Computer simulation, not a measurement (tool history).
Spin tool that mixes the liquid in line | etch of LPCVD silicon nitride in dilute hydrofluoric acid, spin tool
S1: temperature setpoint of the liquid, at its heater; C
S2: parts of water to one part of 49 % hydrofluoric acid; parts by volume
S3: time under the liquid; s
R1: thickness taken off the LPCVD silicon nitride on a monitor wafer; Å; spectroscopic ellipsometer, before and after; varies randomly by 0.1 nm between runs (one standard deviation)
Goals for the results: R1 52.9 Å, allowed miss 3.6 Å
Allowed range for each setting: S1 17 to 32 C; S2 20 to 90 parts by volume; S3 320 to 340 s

run,hour,S1,S2,S3,R1
1,0,24,50,320,32.137
2,8.6,24,50,320,32.19
3,15,24,40,320,41.022
4,16.8,25,40,320,44.208
# hour 21.5: hydrofluoric acid flow meter replaced
5,21.5,25,50,320,35.521
6,23.2,25,50,320,37.445
7,25.2,26,50,320,40.456
8,29.9,26.5,50,320,39.446
9,35.4,27.5,50,320,43.54
10,42,28,50,320,44.31
11,43.6,28.5,50,320,45.617
12,47.8,29,50,320,47.029

Which one of the following 5 next-run settings gets every result inside its allowed miss? There is exactly one.
A,52,30.5,45,340,?
B,52,29.5,60,340,?
C,52,29,45,320,?
D,52,29.5,55,340,?
E,52,30,55,325,?

move,R1
A,62.597
B,44.143
C,53.458
D,48.122
E,47.504
A: takes the result that was furthest off past its target
B: lands further from the targets than the last run did
C: every result within its allowed miss
D: nearer the targets than the last run, but a result is still out of spec
E: nearer the targets than the last run, but a result is still out of spec
The move that meets every target is C.
